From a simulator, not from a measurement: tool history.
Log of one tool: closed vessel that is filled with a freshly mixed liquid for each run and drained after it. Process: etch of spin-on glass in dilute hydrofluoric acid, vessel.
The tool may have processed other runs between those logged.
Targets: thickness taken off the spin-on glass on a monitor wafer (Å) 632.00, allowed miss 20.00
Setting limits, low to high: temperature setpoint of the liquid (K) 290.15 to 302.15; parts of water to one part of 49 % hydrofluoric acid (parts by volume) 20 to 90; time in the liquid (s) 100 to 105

run    day  temperature setpoint of the liquid (K)  parts of water to one part of 49 % hydrofluoric acid (parts by volume)  time in the liquid (s)  thickness taken off the spin-on glass on a monitor wafer (Å)
  1  0.000                                  294.15                                                                      50                     100                                                       1029.50
  2  0.271                                  294.15                                                                      65                     100                                                        769.00
  3  0.404                                  294.15                                                                      65                     100                                                        774.87
  4  0.754                                  294.15                                                                      60                     100                                                        853.29
  5  1.112                                  291.15                                                                      60                     100                                                        748.90
  6  1.342                                  290.15                                                                      60                     100                                                        716.55
  7  1.654                                  290.15                                                                      65                     100                                                        643.45
  8  1.846                                  290.65                                                                      65                     100                                                        667.73
  9  2.104                                  290.15                                                                      65                     100                                                        660.29
 10  2.183                                  290.15                                                                      70                     100                                                        605.92

4 next moves are on the table. One of them brings every result within its allowed miss. Which?
  A  2.262                                  293.15                                                                      75                     100                                                             ?
  B  2.262                                  290.15                                                                      75                     100                                                             ?
  C  2.262                                  291.15                                                                      75                     100                                                             ?
  D  2.262                                  290.15                                                                      80                     105                                                             ?

move  thickness taken off the spin-on glass on a monitor wafer (Å)
   A                                                        639.02
   B                                                        562.89
   C                                                        587.41
   D                                                        551.12
A: hits every target within its allowed miss
B: the biggest miss grows against the last run
C: the biggest miss grows against the last run
D: the biggest miss grows against the last run
A is the move that brings every result within its allowed miss.
